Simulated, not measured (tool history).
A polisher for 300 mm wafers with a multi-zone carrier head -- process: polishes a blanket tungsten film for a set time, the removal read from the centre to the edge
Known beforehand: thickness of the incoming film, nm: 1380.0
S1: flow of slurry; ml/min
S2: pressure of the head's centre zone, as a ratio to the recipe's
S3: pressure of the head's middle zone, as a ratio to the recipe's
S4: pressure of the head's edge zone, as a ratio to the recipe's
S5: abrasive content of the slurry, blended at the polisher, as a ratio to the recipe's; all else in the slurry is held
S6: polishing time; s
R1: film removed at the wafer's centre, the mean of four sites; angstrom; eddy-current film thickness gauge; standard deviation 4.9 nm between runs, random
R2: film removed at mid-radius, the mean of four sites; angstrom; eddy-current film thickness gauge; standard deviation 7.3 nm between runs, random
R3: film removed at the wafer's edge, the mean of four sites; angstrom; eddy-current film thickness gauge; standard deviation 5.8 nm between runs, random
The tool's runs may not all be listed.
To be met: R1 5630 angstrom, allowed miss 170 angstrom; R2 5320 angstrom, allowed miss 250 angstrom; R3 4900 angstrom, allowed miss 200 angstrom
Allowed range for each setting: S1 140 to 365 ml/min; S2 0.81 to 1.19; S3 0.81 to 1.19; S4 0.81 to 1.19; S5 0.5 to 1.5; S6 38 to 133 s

run,hour,S1,S2,S3,S4,S5,S6,R1,R2,R3
1,0,235,1,1,1,1,85,4177.8,4248.9,4180.5
2,8.1,240,1.02,1.02,1.01,1.05,85,4320.3,4304.5,4267.2
3,9.3,245,1.04,1.04,1.01,1.1,86,4515.3,4514.6,4443.3
4,18,215,1.04,1.04,1.01,1.1,86,4427,4395.6,4281.7
5,22,215,1.04,0.97,1.01,1.1,86,4421.5,4030.5,4327.4
6,27.5,260,1.04,0.97,1.01,1.1,86,4514.5,4198.5,4381.7
7,29.6,265,1.06,0.99,1.01,1.15,86,4696.8,4253.5,4456.3
8,32.9,270,1.07,1.01,1.01,1.2,86,4740.1,4592.2,4559.6
9,38.5,270,1.07,1.01,1.01,1.2,86,4755.2,4381.1,4586.5
10,45.5,275,1.09,1.03,1,1.2,86,4849.5,4471.2,4421
11,48.2,280,1.1,1.05,1.01,1.25,86,5002.8,4655.1,4623.5
12,55.1,285,1.11,1.07,1.01,1.25,86,5053.2,4686.7,4604.4
13,62.1,290,1.12,1.09,1.01,1.25,86,5028.7,4827.2,4567.4
14,67.3,290,1.13,1.1,1.01,1.3,86,5150.7,5042.3,4676.7
15,70.9,290,1.14,1.1,1.01,1.3,86,5152,4910,4625
16,71.5,295,1.15,1.11,1.01,1.3,86,5330.7,5011.7,4631.4
17,75.8,330,1.16,1.14,1.07,1.35,86,5409,5073.3,4876.4

Below are 4 possible settings for the next run. Only one of them brings all results inside the allowed miss of their targets. Which is it?
A,80.1,305,1.04,0.95,1.19,1.35,92,?,?,?
B,80.1,305,1.19,1.15,1.07,1.05,92,?,?,?
C,80.1,355,1.09,1.14,1.05,1.4,87,?,?,?
D,80.1,340,1.19,1.13,1.06,1.5,79,?,?,?

move,R1,R2,R3
A,5146.4,4857.6,5347.2
B,5607.5,5425.2,4798.1
C,5228.9,5480.6,4820.3
D,5241.3,4990.5,4450.3
A: the biggest miss grows against the last run
B: each result inside its tolerance
C: the biggest miss grows against the last run
D: the biggest miss grows against the last run
Move B is the one to make.
